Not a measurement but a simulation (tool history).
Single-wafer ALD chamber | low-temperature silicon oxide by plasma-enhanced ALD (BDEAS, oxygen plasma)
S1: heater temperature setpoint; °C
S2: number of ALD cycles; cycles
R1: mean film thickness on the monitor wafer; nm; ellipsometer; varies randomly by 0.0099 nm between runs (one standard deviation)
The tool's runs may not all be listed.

run 1 hour=0 | S1=105 S2=21 | R1=2.7968
run 2 hour=7.6 | S1=115 S2=21 | R1=2.7237
run 3 hour=8.4 | S1=111 S2=21 | R1=2.7398
run 4 hour=10.8 | S1=111 S2=19 | R1=2.4896
run 5 hour=14.5 | S1=111 S2=17 | R1=2.2192
run 6 hour=23.1 | S1=102 S2=17 | R1=2.2762
run 7 hour=28.8 | S1=99 S2=18 | R1=2.4305
run 8 hour=35.6 | S1=97 S2=19 | R1=2.5692
run 9 hour=38.4 | S1=95 S2=20 | R1=2.746
run 10 hour=42.2 | S1=95 S2=20 | R1=2.7512
run 11 hour=47.5 | S1=93 S2=21 | R1=2.8968
run 12 hour=50.2 | S1=92 S2=21 | R1=2.9119

Run 13, settings as shown, results not yet in. Your forecast:
run 13 hour=58.9 | S1=91 S2=21 | R1=?

R1: 2.9177 nm
